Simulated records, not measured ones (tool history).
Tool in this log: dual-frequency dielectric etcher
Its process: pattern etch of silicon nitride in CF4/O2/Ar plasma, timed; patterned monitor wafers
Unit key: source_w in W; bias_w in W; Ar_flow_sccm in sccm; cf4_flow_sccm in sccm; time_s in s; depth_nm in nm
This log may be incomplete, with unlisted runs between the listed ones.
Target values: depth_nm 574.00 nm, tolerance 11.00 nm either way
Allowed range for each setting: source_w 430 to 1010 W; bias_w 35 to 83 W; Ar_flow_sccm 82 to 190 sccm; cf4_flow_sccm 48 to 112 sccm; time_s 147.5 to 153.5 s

{"run": 1, "hour": 0.0, "source_w": 720, "bias_w": 59, "Ar_flow_sccm": 136, "cf4_flow_sccm": 80, "time_s": 147.5, "depth_nm": 468.66}
{"run": 2, "hour": 7.2, "source_w": 630, "bias_w": 59, "Ar_flow_sccm": 136, "cf4_flow_sccm": 80, "time_s": 147.5, "depth_nm": 429.29}
{"run": 3, "hour": 11.1, "source_w": 550, "bias_w": 59, "Ar_flow_sccm": 136, "cf4_flow_sccm": 80, "time_s": 147.5, "depth_nm": 395.17}
{"run": 4, "hour": 18.4, "source_w": 640, "bias_w": 60, "Ar_flow_sccm": 136, "cf4_flow_sccm": 80, "time_s": 147.5, "depth_nm": 434.2}
{"run": 5, "hour": 27.3, "source_w": 640, "bias_w": 60, "Ar_flow_sccm": 136, "cf4_flow_sccm": 80, "time_s": 147.5, "depth_nm": 436.06}
{"run": 6, "hour": 33.5, "source_w": 710, "bias_w": 60, "Ar_flow_sccm": 136, "cf4_flow_sccm": 80, "time_s": 147.5, "depth_nm": 462.7}
{"run": 7, "hour": 35.5, "source_w": 770, "bias_w": 61, "Ar_flow_sccm": 136, "cf4_flow_sccm": 80, "time_s": 147.5, "depth_nm": 495.06}
{"run": 8, "hour": 39.3, "source_w": 810, "bias_w": 61, "Ar_flow_sccm": 136, "cf4_flow_sccm": 80, "time_s": 147.5, "depth_nm": 509.56}
{"run": 9, "hour": 41.0, "source_w": 840, "bias_w": 61, "Ar_flow_sccm": 136, "cf4_flow_sccm": 80, "time_s": 147.5, "depth_nm": 524.63}

Which one of the following 4 next-run settings gets every result inside its allowed miss? There is exactly one.
{"run": "A", "hour": 42.7, "source_w": 930, "bias_w": 59, "Ar_flow_sccm": 134, "cf4_flow_sccm": 63, "time_s": 153.5, "depth_nm": "?"}
{"run": "B", "hour": 42.7, "source_w": 990, "bias_w": 49, "Ar_flow_sccm": 110, "cf4_flow_sccm": 74, "time_s": 152.0, "depth_nm": "?"}
{"run": "C", "hour": 42.7, "source_w": 890, "bias_w": 71, "Ar_flow_sccm": 153, "cf4_flow_sccm": 62, "time_s": 152.5, "depth_nm": "?"}
{"run": "D", "hour": 42.7, "source_w": 830, "bias_w": 64, "Ar_flow_sccm": 104, "cf4_flow_sccm": 78, "time_s": 149.5, "depth_nm": "?"}

move=A depth_nm=542.52
move=B depth_nm=570.80
move=C depth_nm=544.78
move=D depth_nm=552.71
A: closes in on the targets versus the last run, not all within tolerance yet
B: meets every target
C: closes in on the targets versus the last run, not all within tolerance yet
D: closes in on the targets versus the last run, not all within tolerance yet
The move that meets every target is B.
